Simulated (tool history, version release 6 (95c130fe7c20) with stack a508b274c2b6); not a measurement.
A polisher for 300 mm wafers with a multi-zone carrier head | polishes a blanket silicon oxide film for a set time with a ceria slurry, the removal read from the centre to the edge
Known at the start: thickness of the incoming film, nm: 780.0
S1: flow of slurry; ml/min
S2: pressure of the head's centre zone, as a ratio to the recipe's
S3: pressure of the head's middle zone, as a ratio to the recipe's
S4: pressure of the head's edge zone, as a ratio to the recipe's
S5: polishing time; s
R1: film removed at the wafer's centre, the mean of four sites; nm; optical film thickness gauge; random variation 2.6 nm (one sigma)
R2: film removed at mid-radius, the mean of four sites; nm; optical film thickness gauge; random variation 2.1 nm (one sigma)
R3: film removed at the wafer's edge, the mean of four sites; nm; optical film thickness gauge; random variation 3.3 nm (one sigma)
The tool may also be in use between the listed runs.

{"run": 1, "hour": 0.0, "S1": 160, "S2": 1, "S3": 1, "S4": 1, "S5": 40, "R1": 246.4, "R2": 243.3, "R3": 244.68}
{"run": 2, "hour": 6.0, "S1": 185, "S2": 1, "S3": 1, "S4": 1, "S5": 40, "R1": 252.68, "R2": 249.46, "R3": 249.79}
{"run": 3, "hour": 6.9, "S1": 185, "S2": 1.08, "S3": 1, "S4": 1, "S5": 40, "R1": 269.85, "R2": 248.85, "R3": 251.04}
{"run": 4, "hour": 15.4, "S1": 185, "S2": 1.08, "S3": 1, "S4": 0.96, "S5": 40, "R1": 270.25, "R2": 251.69, "R3": 245.48}
{"hour": 18.6, "done": "edge zone pressure recalibrated"}
{"run": 5, "hour": 18.6, "S1": 185, "S2": 1.16, "S3": 1, "S4": 0.96, "S5": 40, "R1": 288.42, "R2": 250.35, "R3": 233.39}
{"run": 6, "hour": 21.5, "S1": 200, "S2": 1.16, "S3": 1, "S4": 0.96, "S5": 40, "R1": 293.07, "R2": 252.8, "R3": 235.86}
{"run": 7, "hour": 24.3, "S1": 205, "S2": 1.12, "S3": 1.03, "S4": 1.01, "S5": 41, "R1": 291.16, "R2": 265.98, "R3": 244.27}
{"run": 8, "hour": 28.3, "S1": 205, "S2": 1.07, "S3": 1.03, "S4": 1.02, "S5": 42, "R1": 284.44, "R2": 270.79, "R3": 255.09}
{"run": 9, "hour": 33.1, "S1": 205, "S2": 1.03, "S3": 1.03, "S4": 1.03, "S5": 43, "R1": 279.13, "R2": 279.44, "R3": 261.5}

The next listed run, before its measurement:
{"run": 10, "hour": 36.4, "S1": 200, "S2": 1, "S3": 1.02, "S4": 1.04, "S5": 44, "R1": "?", "R2": "?", "R3": "?"}

Run 10 gave R1 277.43 nm, R2 282.8 nm, R3 268.96 nm.
